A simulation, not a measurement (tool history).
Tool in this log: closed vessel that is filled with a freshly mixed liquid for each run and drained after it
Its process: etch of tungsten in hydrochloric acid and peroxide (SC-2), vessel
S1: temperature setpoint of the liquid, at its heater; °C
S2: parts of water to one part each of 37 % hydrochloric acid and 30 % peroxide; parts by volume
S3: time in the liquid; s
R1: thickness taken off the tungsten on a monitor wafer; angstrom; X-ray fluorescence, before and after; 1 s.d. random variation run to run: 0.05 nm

run  hour    S1  S2   S3      R1
  1   0.0  46.0  10  240  257.05
  2   4.9  46.0  10  240  256.46
  3  10.0  46.0  10  240  255.90
  4  17.4  41.5  10  240  188.46
  5  23.9  48.5  10  240  303.14
  6  27.8  48.5  10  260  329.25

Forecast run 7:
  7  31.0  40.5  10  260   ?

{"run 7": {"R1": 189.67}}
